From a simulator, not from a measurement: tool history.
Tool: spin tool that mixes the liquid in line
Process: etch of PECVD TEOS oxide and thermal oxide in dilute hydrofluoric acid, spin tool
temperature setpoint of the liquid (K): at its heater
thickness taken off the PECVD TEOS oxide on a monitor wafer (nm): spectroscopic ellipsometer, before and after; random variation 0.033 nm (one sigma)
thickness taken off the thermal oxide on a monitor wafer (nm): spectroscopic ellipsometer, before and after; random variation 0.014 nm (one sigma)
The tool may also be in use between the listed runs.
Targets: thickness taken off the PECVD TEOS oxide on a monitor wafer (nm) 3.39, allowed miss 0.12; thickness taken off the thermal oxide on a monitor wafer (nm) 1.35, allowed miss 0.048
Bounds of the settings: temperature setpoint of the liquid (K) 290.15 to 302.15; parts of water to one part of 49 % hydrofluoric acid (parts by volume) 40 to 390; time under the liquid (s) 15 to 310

| run | day | temperature setpoint of the liquid (K) | parts of water to one part of 49 % hydrofluoric acid (parts by volume) | time under the liquid (s) | thickness taken off the PECVD TEOS oxide on a monitor wafer (nm) | thickness taken off the thermal oxide on a monitor wafer (nm) |
|---|---|---|---|---|---|---|
| 1 | 0 | 294.15 | 215 | 160 | 6.4848 | 2.5565 |
| 2 | 0.125 | 293.65 | 230 | 160 | 5.8982 | 2.3512 |
| 3 | 0.162 | 296.65 | 230 | 160 | 6.5592 | 2.6254 |
| 4 | 0.392 | 295.65 | 245 | 160 | 5.9015 | 2.3397 |
| 5 | 0.421 | 295.65 | 245 | 195 | 7.1226 | 2.8776 |
| 6 | 0.517 | 294.65 | 265 | 195 | 6.4255 | 2.522 |
| 7 | 0.612 | 297.65 | 355 | 185 | 4.5004 | 1.798 |
| 8 | 0.729 | 296.65 | 355 | 185 | 4.3499 | 1.7121 |
| 9 | 1.017 | 295.65 | 360 | 185 | 4.1351 | 1.6449 |
| 10 | 1.088 | 294.65 | 360 | 185 | 4.0704 | 1.5892 |

4 next moves are on the table. One of them brings every result within its allowed miss. Which?
| A | 1.158 | 298.15 | 335 | 180 | ? | ? |
| B | 1.158 | 300.65 | 335 | 170 | ? | ? |
| C | 1.158 | 296.15 | 330 | 175 | ? | ? |
| D | 1.158 | 294.15 | 335 | 145 | ? | ? |

| move | thickness taken off the PECVD TEOS oxide on a monitor wafer (nm) | thickness taken off the thermal oxide on a monitor wafer (nm) |
|---|---|---|
| A | 4.8158 | 1.9487 |
| B | 4.9401 | 1.999 |
| C | 4.4608 | 1.8051 |
| D | 3.3796 | 1.3675 |
A: further off than the last run
B: further off than the last run
C: further off than the last run
D: meets every target
The right move is D.
